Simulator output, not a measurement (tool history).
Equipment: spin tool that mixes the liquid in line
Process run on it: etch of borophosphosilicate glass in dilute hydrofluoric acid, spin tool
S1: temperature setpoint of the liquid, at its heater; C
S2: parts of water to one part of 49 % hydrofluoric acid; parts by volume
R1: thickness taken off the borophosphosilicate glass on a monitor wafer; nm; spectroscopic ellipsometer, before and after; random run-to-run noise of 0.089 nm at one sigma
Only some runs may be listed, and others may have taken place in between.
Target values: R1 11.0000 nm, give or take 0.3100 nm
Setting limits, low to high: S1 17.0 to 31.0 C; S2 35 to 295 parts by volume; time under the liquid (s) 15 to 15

run 1 day=0.000 | S1=23.0 S2=165 time_under_the_liquid_(s)=15 | R1=3.8079
run 2 day=0.096 | S1=26.0 S2=165 time_under_the_liquid_(s)=15 | R1=4.2799
run 3 day=0.400 | S1=26.5 S2=150 time_under_the_liquid_(s)=15 | R1=4.8373
run 4 day=0.729 | S1=23.0 S2=150 time_under_the_liquid_(s)=15 | R1=4.2483
run 5 day=0.888 | S1=24.0 S2=135 time_under_the_liquid_(s)=15 | R1=4.9858
run 6 day=0.996 | S1=24.0 S2=90 time_under_the_liquid_(s)=15 | R1=7.9056
run 7 day=1.246 | S1=25.0 S2=90 time_under_the_liquid_(s)=15 | R1=8.3290
run 8 day=1.525 | S1=26.0 S2=90 time_under_the_liquid_(s)=15 | R1=8.7471

Which of these 4 next moves meets every target?
run A day=1.804 | S1=29.0 S2=80 time_under_the_liquid_(s)=15 | R1=?
run B day=1.804 | S1=27.0 S2=70 time_under_the_liquid_(s)=15 | R1=?
run C day=1.804 | S1=20.5 S2=55 time_under_the_liquid_(s)=15 | R1=?
run D day=1.804 | S1=30.5 S2=80 time_under_the_liquid_(s)=15 | R1=?

move=A R1=11.1580
move=B R1=11.9620
move=C R1=11.9040
move=D R1=11.8160
A: all results in spec
B: the result that was furthest off in the last run now lies on the other side of its target
C: the result that was furthest off in the last run now lies on the other side of its target
D: the result that was furthest off in the last run now lies on the other side of its target
The right move is A.

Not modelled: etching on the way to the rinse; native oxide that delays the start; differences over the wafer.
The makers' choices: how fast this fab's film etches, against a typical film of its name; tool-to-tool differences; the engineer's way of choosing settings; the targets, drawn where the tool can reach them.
